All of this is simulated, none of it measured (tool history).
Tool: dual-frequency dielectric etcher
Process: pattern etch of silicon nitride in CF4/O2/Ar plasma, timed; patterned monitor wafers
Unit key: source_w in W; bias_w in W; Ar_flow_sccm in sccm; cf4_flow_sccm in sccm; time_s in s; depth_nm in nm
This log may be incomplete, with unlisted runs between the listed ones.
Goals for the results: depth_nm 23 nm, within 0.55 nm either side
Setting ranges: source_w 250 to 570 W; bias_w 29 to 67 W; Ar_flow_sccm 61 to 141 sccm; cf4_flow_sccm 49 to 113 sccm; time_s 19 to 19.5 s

| run | day | source_w | bias_w | Ar_flow_sccm | cf4_flow_sccm | time_s | depth_nm |
|---|---|---|---|---|---|---|---|
| 1 | 0 | 410 | 48 | 101 | 81 | 19 | 30.69 |
| 2 | 0.275 | 410 | 54 | 101 | 81 | 19 | 31.922 |
| 3 | 0.508 | 410 | 54 | 112 | 81 | 19 | 31.235 |
| 4 | 0.533 | 370 | 53 | 112 | 81 | 19 | 28.907 |
| 5 | 0.825 | 330 | 52 | 112 | 81 | 19 | 26.374 |
| 6 | 1.025 | 310 | 52 | 112 | 81 | 19 | 25.19 |
| 7 | 1.046 | 300 | 52 | 112 | 81 | 19 | 24.655 |
| 8 | 1.417 | 300 | 52 | 112 | 81 | 19 | 24.662 |
| 9 | 1.646 | 290 | 52 | 112 | 81 | 19 | 23.936 |
| 10 | 1.925 | 290 | 52 | 112 | 81 | 19 | 24.032 |

Exercise: of the 4 proposed moves below, exactly one satisfies all targets within the stated allowed misses. Which move is it?
| A | 2.204 | 330 | 49 | 118 | 74 | 19 | ? |
| B | 2.204 | 270 | 53 | 125 | 85 | 19 | ? |
| C | 2.204 | 290 | 56 | 115 | 84 | 19.5 | ? |
| D | 2.204 | 290 | 62 | 112 | 87 | 19 | ? |

| move | depth_nm |
|---|---|
| A | 25.41 |
| B | 22.758 |
| C | 25.304 |
| D | 25.753 |
A: lands further from the targets than the last run did
B: each result inside its tolerance
C: lands further from the targets than the last run did
D: lands further from the targets than the last run did
So the answer is move B, the one that meets all the targets.

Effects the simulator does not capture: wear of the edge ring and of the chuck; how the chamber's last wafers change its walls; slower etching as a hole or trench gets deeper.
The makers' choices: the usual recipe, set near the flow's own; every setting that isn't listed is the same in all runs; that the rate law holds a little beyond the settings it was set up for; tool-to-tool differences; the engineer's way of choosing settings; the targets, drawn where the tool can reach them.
